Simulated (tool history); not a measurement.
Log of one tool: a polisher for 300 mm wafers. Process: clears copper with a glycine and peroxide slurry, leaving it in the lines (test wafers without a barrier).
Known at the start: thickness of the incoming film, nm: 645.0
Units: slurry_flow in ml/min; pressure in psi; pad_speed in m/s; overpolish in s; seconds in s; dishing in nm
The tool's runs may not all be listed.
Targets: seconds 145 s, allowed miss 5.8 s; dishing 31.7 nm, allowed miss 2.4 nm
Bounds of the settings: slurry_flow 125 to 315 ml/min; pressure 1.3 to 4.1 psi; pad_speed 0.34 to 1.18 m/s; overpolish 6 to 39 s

Run 1, hour 0: slurry_flow 205 ml/min, pressure 2.7 psi, pad_speed 0.76 m/s, overpolish 20 s. Result: seconds 178.21 s, dishing 56.159 nm.
Run 2, hour 6.8: slurry_flow 205 ml/min, pressure 3 psi, pad_speed 0.76 m/s, overpolish 20 s. Result: seconds 163.5 s, dishing 55.924 nm.
Run 3, hour 12.3: slurry_flow 205 ml/min, pressure 2.7 psi, pad_speed 0.76 m/s, overpolish 20 s. Result: seconds 175.43 s, dishing 52.878 nm.
Run 4, hour 17.9: slurry_flow 205 ml/min, pressure 2.7 psi, pad_speed 0.84 m/s, overpolish 20 s. Result: seconds 164.07 s, dishing 56.352 nm.
Run 5, hour 19.4: slurry_flow 170 ml/min, pressure 2.7 psi, pad_speed 0.84 m/s, overpolish 20 s. Result: seconds 170.42 s, dishing 55.598 nm.
Run 6, hour 22.1: slurry_flow 180 ml/min, pressure 2.7 psi, pad_speed 0.84 m/s, overpolish 18 s. Result: seconds 170.8 s, dishing 50.38 nm.
Run 7, hour 29.1: slurry_flow 185 ml/min, pressure 2.8 psi, pad_speed 0.84 m/s, overpolish 16 s. Result: seconds 166.19 s, dishing 46.681 nm.
Run 8, hour 31: slurry_flow 230 ml/min, pressure 3.2 psi, pad_speed 0.86 m/s, overpolish 6 s. Result: seconds 141.39 s, dishing 21.245 nm.
Run 9, hour 38.9: slurry_flow 225 ml/min, pressure 3.2 psi, pad_speed 0.86 m/s, overpolish 7 s. Result: seconds 143.93 s, dishing 25.261 nm.
Run 10, hour 39.5: slurry_flow 220 ml/min, pressure 3.2 psi, pad_speed 0.86 m/s, overpolish 7 s. Result: seconds 144.2 s, dishing 24.937 nm.
Run 11, hour 47.9: slurry_flow 215 ml/min, pressure 3.2 psi, pad_speed 0.86 m/s, overpolish 7 s. Result: seconds 146.11 s, dishing 24.693 nm.
Run 12, hour 50.1: slurry_flow 215 ml/min, pressure 3.2 psi, pad_speed 0.86 m/s, overpolish 14 s. Result: seconds 142.42 s, dishing 45.928 nm.
Run 13, hour 57.1: slurry_flow 215 ml/min, pressure 3.2 psi, pad_speed 0.86 m/s, overpolish 14 s. Result: seconds 141.45 s, dishing 46.619 nm.
Run 14, hour 63.8: slurry_flow 220 ml/min, pressure 3.2 psi, pad_speed 0.86 m/s, overpolish 14 s. Result: seconds 143.71 s, dishing 47.114 nm.
Run 15, hour 67.3: slurry_flow 220 ml/min, pressure 3.2 psi, pad_speed 0.86 m/s, overpolish 14 s. Result: seconds 142.93 s, dishing 46.278 nm.
Run 16, hour 70.1: slurry_flow 225 ml/min, pressure 3.2 psi, pad_speed 0.86 m/s, overpolish 14 s. Result: seconds 145.71 s, dishing 47.956 nm.

Which of these 5 next moves meets every target?
Run A, hour 72.9: slurry_flow 215 ml/min, pressure 3 psi, pad_speed 0.96 m/s, overpolish 7 s. Result: seconds ?, dishing ?.
Run B, hour 72.9: slurry_flow 245 ml/min, pressure 3.1 psi, pad_speed 0.86 m/s, overpolish 13 s. Result: seconds ?, dishing ?.
Run C, hour 72.9: slurry_flow 190 ml/min, pressure 3.3 psi, pad_speed 0.92 m/s, overpolish 23 s. Result: seconds ?, dishing ?.
Run D, hour 72.9: slurry_flow 245 ml/min, pressure 2.9 psi, pad_speed 0.92 m/s, overpolish 9 s. Result: seconds ?, dishing ?.
Run E, hour 72.9: slurry_flow 160 ml/min, pressure 3.3 psi, pad_speed 0.88 m/s, overpolish 11 s. Result: seconds ?, dishing ?.

move  seconds  dishing
   A    141.4   25.529
   B   146.88   43.056
   C   139.24   71.656
   D   146.43   31.111
   E   147.86   36.989
A: takes the result that was furthest off past its target
B: nearer than the last run, and not there yet
C: further off than the last run
D: meets every target
E: nearer than the last run, and not there yet
Move D is the one to make.
